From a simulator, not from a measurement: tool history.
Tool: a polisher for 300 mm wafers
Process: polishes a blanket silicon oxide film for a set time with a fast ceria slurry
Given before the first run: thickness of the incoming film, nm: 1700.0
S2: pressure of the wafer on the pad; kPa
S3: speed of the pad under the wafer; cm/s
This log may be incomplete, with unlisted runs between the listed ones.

run 1 hour=0 | flow_of_slurry_(ml/min)=195 S2=23.4 S3=120 polishing_time_(s)=36 | film_removed_(nm)=686.25
run 2 hour=4.1 | flow_of_slurry_(ml/min)=190 S2=21.4 S3=120 polishing_time_(s)=36 | film_removed_(nm)=631.55
run 3 hour=11.1 | flow_of_slurry_(ml/min)=240 S2=21.4 S3=120 polishing_time_(s)=36 | film_removed_(nm)=652.55
run 4 hour=18.2 | flow_of_slurry_(ml/min)=235 S2=20 S3=120 polishing_time_(s)=36 | film_removed_(nm)=616.48
run 5 hour=23.8 | flow_of_slurry_(ml/min)=235 S2=16.5 S3=120 polishing_time_(s)=36 | film_removed_(nm)=526.68
run 6 hour=25.4 | flow_of_slurry_(ml/min)=230 S2=16.5 S3=120 polishing_time_(s)=36 | film_removed_(nm)=515.68

Estimate the outcome of run 7 from the log above:
run 7 hour=34.1 | flow_of_slurry_(ml/min)=225 S2=16.5 S3=120 polishing_time_(s)=36 | film_removed_(nm)=?

film removed (nm): 526.2
